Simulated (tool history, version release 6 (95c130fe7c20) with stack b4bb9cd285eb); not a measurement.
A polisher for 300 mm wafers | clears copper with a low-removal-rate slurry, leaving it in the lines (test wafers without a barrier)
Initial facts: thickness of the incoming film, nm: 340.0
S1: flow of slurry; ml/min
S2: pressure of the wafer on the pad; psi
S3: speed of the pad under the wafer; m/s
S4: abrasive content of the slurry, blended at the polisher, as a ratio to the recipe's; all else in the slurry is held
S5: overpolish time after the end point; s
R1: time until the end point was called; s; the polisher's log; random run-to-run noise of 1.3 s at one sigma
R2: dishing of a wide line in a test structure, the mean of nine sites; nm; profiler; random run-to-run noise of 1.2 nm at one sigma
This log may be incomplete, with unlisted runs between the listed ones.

{"run": 1, "hour": 0.0, "S1": 300, "S2": 2.5, "S3": 1.24, "S4": 1, "S5": 20, "R1": 131.66, "R2": 33.906}
{"run": 2, "hour": 3.1, "S1": 300, "S2": 2, "S3": 1.24, "S4": 1, "S5": 20, "R1": 158.49, "R2": 27.963}
{"run": 3, "hour": 7.3, "S1": 300, "S2": 2, "S3": 1.56, "S4": 1, "S5": 20, "R1": 130.84, "R2": 33.976}
{"run": 4, "hour": 13.3, "S1": 300, "S2": 1.4, "S3": 1.56, "S4": 1, "S5": 20, "R1": 182.88, "R2": 25.171}
{"run": 5, "hour": 18.9, "S1": 240, "S2": 1.4, "S3": 1.56, "S4": 1, "S5": 20, "R1": 186.89, "R2": 23.876}
{"run": 6, "hour": 24.7, "S1": 240, "S2": 1.4, "S3": 1.32, "S4": 1, "S5": 20, "R1": 217.68, "R2": 21.28}
{"run": 7, "hour": 27.6, "S1": 255, "S2": 1.9, "S3": 1.34, "S4": 1, "S5": 21, "R1": 163.23, "R2": 28.681}
{"run": 8, "hour": 34.8, "S1": 255, "S2": 2.2, "S3": 1.34, "S4": 1, "S5": 22, "R1": 136.79, "R2": 32.701}
{"run": 9, "hour": 37.5, "S1": 265, "S2": 2.4, "S3": 1.34, "S4": 1, "S5": 23, "R1": 124.87, "R2": 36.747}

The next listed run, before its measurement:
{"run": 10, "hour": 41.8, "S1": 270, "S2": 2.6, "S3": 1.34, "S4": 1, "S5": 24, "R1": "?", "R2": "?"}

{"run 10": {"R1": 115.11, "R2": 39.713}}
